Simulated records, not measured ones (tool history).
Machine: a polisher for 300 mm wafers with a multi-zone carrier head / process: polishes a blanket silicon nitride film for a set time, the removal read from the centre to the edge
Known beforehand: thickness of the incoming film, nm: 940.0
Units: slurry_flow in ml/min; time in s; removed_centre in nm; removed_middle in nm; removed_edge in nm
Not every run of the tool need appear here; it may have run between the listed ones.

{"run": 1, "hour": 0.0, "slurry_flow": 240, "centre_zone": 1.0, "middle_zone": 1.0, "edge_zone": 1.0, "time": 55, "removed_centre": 152.3, "removed_middle": 148.84, "removed_edge": 147.47}
{"run": 2, "hour": 4.9, "slurry_flow": 240, "centre_zone": 1.0, "middle_zone": 1.0, "edge_zone": 1.04, "time": 55, "removed_centre": 151.52, "removed_middle": 150.24, "removed_edge": 155.24}
{"run": 3, "hour": 8.0, "slurry_flow": 240, "centre_zone": 1.06, "middle_zone": 1.0, "edge_zone": 1.04, "time": 55, "removed_centre": 159.94, "removed_middle": 151.84, "removed_edge": 148.36}
{"run": 4, "hour": 16.5, "slurry_flow": 230, "centre_zone": 1.01, "middle_zone": 1.0, "edge_zone": 1.02, "time": 51, "removed_centre": 144.25, "removed_middle": 139.35, "removed_edge": 137.51}
{"run": 5, "hour": 20.6, "slurry_flow": 235, "centre_zone": 0.97, "middle_zone": 1.0, "edge_zone": 1.03, "time": 47, "removed_centre": 126.19, "removed_middle": 127.56, "removed_edge": 132.47}
{"run": 6, "hour": 25.9, "slurry_flow": 235, "centre_zone": 0.97, "middle_zone": 0.94, "edge_zone": 1.03, "time": 47, "removed_centre": 127.82, "removed_middle": 120.36, "removed_edge": 130.44}
{"run": 7, "hour": 31.1, "slurry_flow": 230, "centre_zone": 0.94, "middle_zone": 0.95, "edge_zone": 1.01, "time": 45, "removed_centre": 116.3, "removed_middle": 116.73, "removed_edge": 125.24}
{"run": 8, "hour": 35.1, "slurry_flow": 220, "centre_zone": 0.91, "middle_zone": 0.93, "edge_zone": 0.98, "time": 44, "removed_centre": 109.13, "removed_middle": 112.32, "removed_edge": 118.12}
{"run": 9, "hour": 39.9, "slurry_flow": 215, "centre_zone": 0.89, "middle_zone": 0.91, "edge_zone": 0.97, "time": 44, "removed_centre": 106.39, "removed_middle": 110.31, "removed_edge": 117.49}
{"run": 10, "hour": 41.6, "slurry_flow": 185, "centre_zone": 0.81, "middle_zone": 0.85, "edge_zone": 0.89, "time": 41, "removed_centre": 88.907, "removed_middle": 94.385, "removed_edge": 106.14}

Run 11 has not been measured yet. What should we expect?
{"run": 11, "hour": 42.6, "slurry_flow": 195, "centre_zone": 0.81, "middle_zone": 0.86, "edge_zone": 0.89, "time": 41, "removed_centre": "?", "removed_middle": "?", "removed_edge": "?"}

{"run 11": {"removed_centre": 87.284, "removed_middle": 96.476, "removed_edge": 105.05}}
